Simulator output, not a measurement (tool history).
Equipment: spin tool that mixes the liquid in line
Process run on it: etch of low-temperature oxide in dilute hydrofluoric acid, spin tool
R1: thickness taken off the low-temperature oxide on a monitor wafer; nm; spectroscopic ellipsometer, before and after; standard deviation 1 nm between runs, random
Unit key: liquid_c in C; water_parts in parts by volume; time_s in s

run 1 hour=0.0 | liquid_c=24.0 water_parts=70 time_s=50 | R1=26.300
run 2 hour=4.5 | liquid_c=24.0 water_parts=85 time_s=50 | R1=21.491
run 3 hour=8.6 | liquid_c=24.0 water_parts=100 time_s=50 | R1=17.282
run 4 hour=15.8 | liquid_c=26.0 water_parts=80 time_s=50 | R1=24.498
run 5 hour=17.5 | liquid_c=22.5 water_parts=80 time_s=50 | R1=20.925
run 6 hour=20.5 | liquid_c=19.5 water_parts=80 time_s=50 | R1=18.627
run 7 hour=27.9 | liquid_c=19.5 water_parts=80 time_s=50 | R1=18.877
run 8 hour=32.3 | liquid_c=19.5 water_parts=80 time_s=50 | R1=18.986
run 9 hour=34.8 | liquid_c=22.5 water_parts=65 time_s=50 | R1=26.520
run 10 hour=43.3 | liquid_c=24.5 water_parts=55 time_s=50 | R1=34.446
run 11 hour=49.1 | liquid_c=26.0 water_parts=45 time_s=50 | R1=44.954
run 12 hour=52.4 | liquid_c=27.0 water_parts=40 time_s=50 | R1=53.309

What will run 13 give?
run 13 hour=57.3 | liquid_c=31.0 water_parts=20 time_s=50 | R1=?

{"run 13": {"R1": 130.31}}

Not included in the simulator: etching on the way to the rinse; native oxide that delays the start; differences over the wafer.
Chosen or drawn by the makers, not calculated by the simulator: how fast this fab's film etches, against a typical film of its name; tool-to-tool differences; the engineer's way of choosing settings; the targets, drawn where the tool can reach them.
